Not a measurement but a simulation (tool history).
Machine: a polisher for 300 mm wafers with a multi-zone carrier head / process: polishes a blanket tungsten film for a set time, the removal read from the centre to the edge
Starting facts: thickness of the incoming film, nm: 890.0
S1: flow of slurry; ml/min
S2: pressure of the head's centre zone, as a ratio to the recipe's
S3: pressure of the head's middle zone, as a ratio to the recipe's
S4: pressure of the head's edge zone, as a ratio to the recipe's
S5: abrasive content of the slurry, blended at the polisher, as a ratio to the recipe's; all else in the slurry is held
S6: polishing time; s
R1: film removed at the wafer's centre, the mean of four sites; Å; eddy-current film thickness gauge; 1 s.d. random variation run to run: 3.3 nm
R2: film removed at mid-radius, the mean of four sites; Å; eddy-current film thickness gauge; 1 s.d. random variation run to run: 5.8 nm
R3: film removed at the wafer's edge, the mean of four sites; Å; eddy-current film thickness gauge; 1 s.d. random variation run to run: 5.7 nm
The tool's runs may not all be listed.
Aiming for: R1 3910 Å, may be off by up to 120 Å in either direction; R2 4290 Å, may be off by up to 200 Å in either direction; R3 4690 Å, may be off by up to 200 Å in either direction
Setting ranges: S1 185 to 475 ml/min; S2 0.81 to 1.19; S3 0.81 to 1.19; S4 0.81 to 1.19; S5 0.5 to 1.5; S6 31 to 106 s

run	hour	S1	S2	S3	S4	S5	S6	R1	R2	R3
1	0	305	1	1	1	1	68	2819.6	2835.8	2837.4
2	5.8	305	0.94	1	1	1	68	2668.6	2836.3	2785.5
3	6.9	300	0.93	1	1.02	1.05	71	2743.1	3010.2	3009.7
4	10.3	295	0.94	1	1.03	1.1	73	2904.7	3045.7	3093.5
5	18.8	300	0.93	1	1.05	1.15	75	3011.9	3255.4	3207
6	20.7	290	0.92	0.99	1.06	1.2	78	3111.8	3358.4	3460.5
7	24.1	285	0.92	0.99	1.07	1.25	80	3193.9	3446.1	3505.3
8	32.2	285	0.91	0.98	1.08	1.25	82	3271.2	3602.7	3669.6
9	36.1	295	0.91	0.93	1.18	1.5	91	3833.8	3980.8	4563.1
10	40.9	295	0.91	0.94	1.18	1.5	91	3761.5	3955	4472.1

Consider the 4 candidate settings below. Which is the only one whose results all fall within their allowed miss of target?
A	45.7	265	0.9	1.06	1.14	1.5	90	?	?	?
B	45.7	200	0.92	0.85	1.19	1.45	98	?	?	?
C	45.7	405	1	0.92	1.12	1.35	84	?	?	?
D	45.7	470	0.89	0.98	1.19	1.4	93	?	?	?

move	R1	R2	R3
A	3680.5	4251.3	4286.4
B	3870.6	3656.3	4596.7
C	3891.1	3574.1	3994.6
D	3912.2	4257.2	4640.1
A: corrects the largest miss of the last run, while another result sits out of spec
B: lands further from the targets than the last run did
C: lands further from the targets than the last run did
D: all results in spec
D is the move that brings every result within its allowed miss.
